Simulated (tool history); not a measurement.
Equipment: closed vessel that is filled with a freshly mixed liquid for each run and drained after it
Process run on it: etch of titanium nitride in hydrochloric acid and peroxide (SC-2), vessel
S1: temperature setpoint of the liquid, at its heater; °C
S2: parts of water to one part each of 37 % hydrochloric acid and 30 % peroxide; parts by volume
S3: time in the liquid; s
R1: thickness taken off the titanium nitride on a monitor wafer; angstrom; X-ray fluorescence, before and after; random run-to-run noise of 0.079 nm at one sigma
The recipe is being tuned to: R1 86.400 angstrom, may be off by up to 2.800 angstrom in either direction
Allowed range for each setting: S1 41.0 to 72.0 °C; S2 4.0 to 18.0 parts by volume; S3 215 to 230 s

run	hour	S1	S2	S3	R1
1	0.0	57.0	10.0	215	112.510
2	6.9	56.0	10.0	215	107.590
3	10.8	55.0	10.0	215	101.180
4	16.5	55.0	10.0	215	98.365
5	19.3	55.0	13.0	215	80.228
6	26.1	59.5	13.0	215	108.370
7	29.9	59.5	13.0	215	107.160
8	37.5	58.5	13.0	215	100.590
9	43.5	58.0	13.0	215	95.361
10	45.4	57.5	13.0	215	94.467
11	53.3	57.0	13.0	215	90.716

Below are 4 possible settings for the next run. Only one of them brings all results inside the allowed miss of their targets. Which is it?
A	61.2	59.5	14.0	220	?
B	61.2	56.5	12.5	230	?
C	61.2	51.5	10.0	230	?
D	61.2	60.0	16.0	220	?

move	R1
A	103.900
B	99.068
C	86.466
D	95.300
A: its largest miss is bigger than the last run's
B: its largest miss is bigger than the last run's
C: meets every target
D: its largest miss is bigger than the last run's
C meets every target.

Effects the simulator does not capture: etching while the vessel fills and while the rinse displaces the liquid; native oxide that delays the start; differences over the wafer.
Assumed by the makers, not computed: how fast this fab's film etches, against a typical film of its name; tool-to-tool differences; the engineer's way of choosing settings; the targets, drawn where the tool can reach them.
